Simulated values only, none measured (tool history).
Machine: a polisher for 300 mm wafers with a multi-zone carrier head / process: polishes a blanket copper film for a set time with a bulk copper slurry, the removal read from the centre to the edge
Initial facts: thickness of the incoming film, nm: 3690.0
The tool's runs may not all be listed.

run	hour	flow of slurry (ml/min)	pressure of the head's centre zone	pressure of the head's middle zone	pressure of the head's edge zone	abrasive content of the slurry	polishing time (s)	film removed at the wafer's centre (Å)	film removed at mid-radius (Å)	film removed at the wafer's edge (Å)
1	0.0	195	1.00	1.00	1.00	1.00	64	4609.0	4412.2	4356.1
2	2.4	195	1.00	1.00	0.96	1.00	64	4582.7	4325.8	4346.2
3	6.1	225	1.00	1.00	0.96	1.00	64	4729.1	4465.6	4382.3
4	7.5	225	1.01	0.98	0.97	1.10	65	4945.1	4545.3	4502.1
5	10.8	220	1.02	0.96	0.98	1.15	66	5156.1	4671.0	4786.3
6	16.6	220	1.02	0.96	1.05	1.15	66	5075.3	4562.3	4747.4
7	18.6	220	1.03	0.95	1.05	1.20	66	5170.2	4570.4	4813.6

The next listed run, before its measurement:
8	25.1	220	1.04	0.94	1.05	1.25	66	?	?	?

For run 8 the tool returned film removed at the wafer's centre (Å) 5313.5, film removed at mid-radius (Å) 4496.8, film removed at the wafer's edge (Å) 4905.9.

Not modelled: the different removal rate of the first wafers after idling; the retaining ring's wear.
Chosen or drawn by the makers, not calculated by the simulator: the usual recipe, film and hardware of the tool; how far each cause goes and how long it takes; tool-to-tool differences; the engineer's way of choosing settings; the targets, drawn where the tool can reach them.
